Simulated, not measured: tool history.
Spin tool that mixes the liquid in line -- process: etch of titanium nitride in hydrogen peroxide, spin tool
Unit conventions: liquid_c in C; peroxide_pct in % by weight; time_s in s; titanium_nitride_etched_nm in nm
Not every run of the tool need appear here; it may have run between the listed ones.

run,hour,liquid_c,peroxide_pct,time_s,titanium_nitride_etched_nm
1,0.0,55.0,18.5,70,2.6331
2,6.1,55.0,21.0,70,2.7085
3,6.9,53.0,21.0,70,2.3465
4,10.8,51.5,21.0,70,2.1030
5,14.9,50.5,21.0,70,1.9888
6,21.6,54.0,21.0,70,2.4968
7,23.9,52.5,21.0,70,2.2717
8,27.7,51.0,21.0,70,2.0052

Run 9 has not been measured yet. What should we expect?
9,29.9,50.0,21.0,70,?

Run 9 produced titanium_nitride_etched_nm 1.8875 nm.
